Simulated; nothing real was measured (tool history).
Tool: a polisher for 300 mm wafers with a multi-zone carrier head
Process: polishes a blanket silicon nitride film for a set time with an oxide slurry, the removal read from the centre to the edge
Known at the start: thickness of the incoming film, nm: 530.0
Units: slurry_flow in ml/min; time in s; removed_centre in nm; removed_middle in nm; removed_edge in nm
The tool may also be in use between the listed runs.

run  hour  slurry_flow  centre_zone  middle_zone  edge_zone  slurry_solids  time  removed_centre  removed_middle  removed_edge
  1     0          265            1            1          1              1    59          30.988          30.874        30.823
  2   6.6          280         1.02         1.03       1.05           1.05    59          32.586          32.875        32.388
  3  12.8          290         1.03         1.04       1.09            1.1    59          33.088          33.866        33.566
  4  17.5          355         1.03         1.04       1.09            1.1    59          34.088          34.822        33.994
  5    23          355         1.03         1.04       1.04            1.1    59          34.811          34.343        33.069
  6  31.3          355         1.04         1.04       1.07           1.15    59          35.046          34.437        34.589
  7  33.3          355         1.04         1.04       1.07           1.15    59          35.214          35.156        34.188

Forecast run 8:
  8  37.1          355         1.04         1.04       1.09           1.15    59               ?               ?             ?

{"run 8": {"removed_centre": 35.212, "removed_middle": 35.012, "removed_edge": 34.457}}
